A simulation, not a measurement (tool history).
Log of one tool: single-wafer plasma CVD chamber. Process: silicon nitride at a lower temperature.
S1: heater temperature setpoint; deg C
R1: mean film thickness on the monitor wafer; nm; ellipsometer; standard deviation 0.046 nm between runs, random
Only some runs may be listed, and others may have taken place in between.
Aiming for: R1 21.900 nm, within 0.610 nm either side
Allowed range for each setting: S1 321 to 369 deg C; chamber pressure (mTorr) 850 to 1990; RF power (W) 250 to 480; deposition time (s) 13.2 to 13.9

run 1 hour=0.0 | S1=345 chamber_pressure_(mTorr)=1420 RF_power_(W)=365 deposition_time_(s)=13.9 | R1=17.580
run 2 hour=1.8 | S1=345 chamber_pressure_(mTorr)=1420 RF_power_(W)=345 deposition_time_(s)=13.9 | R1=16.962
run 3 hour=7.6 | S1=345 chamber_pressure_(mTorr)=1260 RF_power_(W)=345 deposition_time_(s)=13.9 | R1=16.128
run 4 hour=10.0 | S1=345 chamber_pressure_(mTorr)=1130 RF_power_(W)=345 deposition_time_(s)=13.9 | R1=15.226
run 5 hour=17.2 | S1=345 chamber_pressure_(mTorr)=1330 RF_power_(W)=345 deposition_time_(s)=13.9 | R1=16.467
run 6 hour=22.6 | S1=345 chamber_pressure_(mTorr)=1330 RF_power_(W)=345 deposition_time_(s)=13.9 | R1=16.443
run 7 hour=28.8 | S1=345 chamber_pressure_(mTorr)=1460 RF_power_(W)=355 deposition_time_(s)=13.9 | R1=17.424
run 8 hour=37.6 | S1=345 chamber_pressure_(mTorr)=1560 RF_power_(W)=365 deposition_time_(s)=13.9 | R1=18.288
run 9 hour=39.8 | S1=345 chamber_pressure_(mTorr)=1640 RF_power_(W)=375 deposition_time_(s)=13.9 | R1=19.011
-- hour=45.7 thermocouple changed; heater temperature recalibrated
run 10 hour=45.7 | S1=345 chamber_pressure_(mTorr)=1700 RF_power_(W)=380 deposition_time_(s)=13.9 | R1=19.337
run 11 hour=54.3 | S1=345 chamber_pressure_(mTorr)=1750 RF_power_(W)=390 deposition_time_(s)=13.9 | R1=19.927
run 12 hour=60.7 | S1=345 chamber_pressure_(mTorr)=1790 RF_power_(W)=395 deposition_time_(s)=13.9 | R1=20.135
run 13 hour=64.5 | S1=345 chamber_pressure_(mTorr)=1830 RF_power_(W)=400 deposition_time_(s)=13.9 | R1=20.513

Which one of the following 5 next-run settings gets every result inside its allowed miss? There is exactly one.
run A hour=68.3 | S1=351 chamber_pressure_(mTorr)=1490 RF_power_(W)=465 deposition_time_(s)=13.5 | R1=?
run B hour=68.3 | S1=354 chamber_pressure_(mTorr)=1940 RF_power_(W)=480 deposition_time_(s)=13.9 | R1=?
run C hour=68.3 | S1=343 chamber_pressure_(mTorr)=1830 RF_power_(W)=415 deposition_time_(s)=13.4 | R1=?
run D hour=68.3 | S1=338 chamber_pressure_(mTorr)=1850 RF_power_(W)=400 deposition_time_(s)=13.9 | R1=?
run E hour=68.3 | S1=349 chamber_pressure_(mTorr)=1990 RF_power_(W)=475 deposition_time_(s)=13.2 | R1=?

move=A R1=20.107
move=B R1=23.242
move=C R1=20.245
move=D R1=20.663
move=E R1=22.164
A: further off than the last run
B: takes the result that was furthest off past its target
C: further off than the last run
D: an improvement on the last run, though not all results are within tolerance
E: all results in spec
Move E is the one to make.
